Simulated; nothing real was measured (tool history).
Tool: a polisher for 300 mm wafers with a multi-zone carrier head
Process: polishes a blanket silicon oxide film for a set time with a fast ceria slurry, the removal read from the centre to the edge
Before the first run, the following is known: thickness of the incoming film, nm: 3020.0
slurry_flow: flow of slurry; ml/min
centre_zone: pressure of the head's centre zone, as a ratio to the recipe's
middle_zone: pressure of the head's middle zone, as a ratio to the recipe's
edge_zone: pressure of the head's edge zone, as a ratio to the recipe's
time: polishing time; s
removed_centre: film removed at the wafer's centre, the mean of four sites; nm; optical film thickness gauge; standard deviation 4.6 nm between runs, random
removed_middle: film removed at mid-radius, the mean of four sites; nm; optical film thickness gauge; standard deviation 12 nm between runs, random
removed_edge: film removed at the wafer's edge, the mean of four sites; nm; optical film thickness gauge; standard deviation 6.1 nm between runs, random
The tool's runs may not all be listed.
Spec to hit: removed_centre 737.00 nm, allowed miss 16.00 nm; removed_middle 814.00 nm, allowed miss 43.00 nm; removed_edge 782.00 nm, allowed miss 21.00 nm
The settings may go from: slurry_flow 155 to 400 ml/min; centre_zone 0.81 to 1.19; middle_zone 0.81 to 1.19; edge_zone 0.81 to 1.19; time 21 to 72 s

{"run": 1, "day": 0.0, "slurry_flow": 255, "centre_zone": 1.0, "middle_zone": 1.0, "edge_zone": 1.0, "time": 46, "removed_centre": 995.67, "removed_middle": 963.9, "removed_edge": 934.08}
{"run": 2, "day": 0.304, "slurry_flow": 250, "centre_zone": 0.98, "middle_zone": 0.99, "edge_zone": 0.98, "time": 46, "removed_centre": 967.3, "removed_middle": 977.47, "removed_edge": 943.66}
{"run": 3, "day": 0.504, "slurry_flow": 185, "centre_zone": 0.98, "middle_zone": 0.99, "edge_zone": 0.98, "time": 46, "removed_centre": 933.68, "removed_middle": 928.64, "removed_edge": 907.28}
{"run": 4, "day": 0.779, "slurry_flow": 185, "centre_zone": 0.97, "middle_zone": 0.99, "edge_zone": 0.97, "time": 45, "removed_centre": 894.08, "removed_middle": 903.88, "removed_edge": 885.45}
{"run": 5, "day": 1.138, "slurry_flow": 185, "centre_zone": 0.97, "middle_zone": 1.03, "edge_zone": 0.97, "time": 45, "removed_centre": 901.48, "removed_middle": 927.74, "removed_edge": 880.77}
{"run": 6, "day": 1.3, "slurry_flow": 185, "centre_zone": 0.96, "middle_zone": 1.02, "edge_zone": 0.96, "time": 44, "removed_centre": 872.37, "removed_middle": 916.21, "removed_edge": 854.02}
{"run": 7, "day": 1.325, "slurry_flow": 185, "centre_zone": 0.95, "middle_zone": 1.01, "edge_zone": 0.95, "time": 44, "removed_centre": 863.72, "removed_middle": 914.26, "removed_edge": 854.57}
{"run": 8, "day": 1.642, "slurry_flow": 185, "centre_zone": 0.94, "middle_zone": 1.0, "edge_zone": 0.95, "time": 44, "removed_centre": 851.08, "removed_middle": 885.2, "removed_edge": 845.38}
{"run": 9, "day": 1.783, "slurry_flow": 185, "centre_zone": 0.93, "middle_zone": 1.0, "edge_zone": 0.94, "time": 44, "removed_centre": 840.19, "removed_middle": 890.66, "removed_edge": 844.41}
{"run": 10, "day": 2.0, "slurry_flow": 185, "centre_zone": 0.92, "middle_zone": 0.99, "edge_zone": 0.93, "time": 44, "removed_centre": 833.95, "removed_middle": 879.19, "removed_edge": 839.68}
{"run": 11, "day": 2.312, "slurry_flow": 185, "centre_zone": 0.91, "middle_zone": 0.99, "edge_zone": 0.92, "time": 44, "removed_centre": 825.21, "removed_middle": 870.69, "removed_edge": 853.66}
{"run": 12, "day": 2.612, "slurry_flow": 175, "centre_zone": 0.89, "middle_zone": 1.0, "edge_zone": 0.9, "time": 42, "removed_centre": 768.89, "removed_middle": 839.95, "removed_edge": 798.4}
{"run": 13, "day": 2.912, "slurry_flow": 170, "centre_zone": 0.88, "middle_zone": 0.99, "edge_zone": 0.89, "time": 42, "removed_centre": 748.1, "removed_middle": 830.84, "removed_edge": 785.23}

Exactly one of the 5 candidate moves below puts every result within its allowed miss. Which one?
{"run": "A", "day": 3.212, "slurry_flow": 165, "centre_zone": 0.91, "middle_zone": 0.9, "edge_zone": 0.89, "time": 42, "removed_centre": "?", "removed_middle": "?", "removed_edge": "?"}
{"run": "B", "day": 3.212, "slurry_flow": 200, "centre_zone": 0.91, "middle_zone": 0.97, "edge_zone": 0.88, "time": 42, "removed_centre": "?", "removed_middle": "?", "removed_edge": "?"}
{"run": "C", "day": 3.212, "slurry_flow": 205, "centre_zone": 0.9, "middle_zone": 0.91, "edge_zone": 0.9, "time": 41, "removed_centre": "?", "removed_middle": "?", "removed_edge": "?"}
{"run": "D", "day": 3.212, "slurry_flow": 160, "centre_zone": 0.89, "middle_zone": 1.0, "edge_zone": 0.95, "time": 41, "removed_centre": "?", "removed_middle": "?", "removed_edge": "?"}
{"run": "E", "day": 3.212, "slurry_flow": 155, "centre_zone": 0.92, "middle_zone": 0.92, "edge_zone": 0.98, "time": 42, "removed_centre": "?", "removed_middle": "?", "removed_edge": "?"}

move=A removed_centre=767.46 removed_middle=777.63 removed_edge=778.85
move=B removed_centre=794.89 removed_middle=853.75 removed_edge=791.89
move=C removed_centre=770.38 removed_middle=792.94 removed_edge=783.70
move=D removed_centre=729.10 removed_middle=824.58 removed_edge=779.45
move=E removed_centre=765.93 removed_middle=782.90 removed_edge=807.78
A: the biggest miss grows against the last run
B: the biggest miss grows against the last run
C: the biggest miss grows against the last run
D: all results land within tolerance of their targets
E: the biggest miss grows against the last run
Correct choice: D, which meets every target
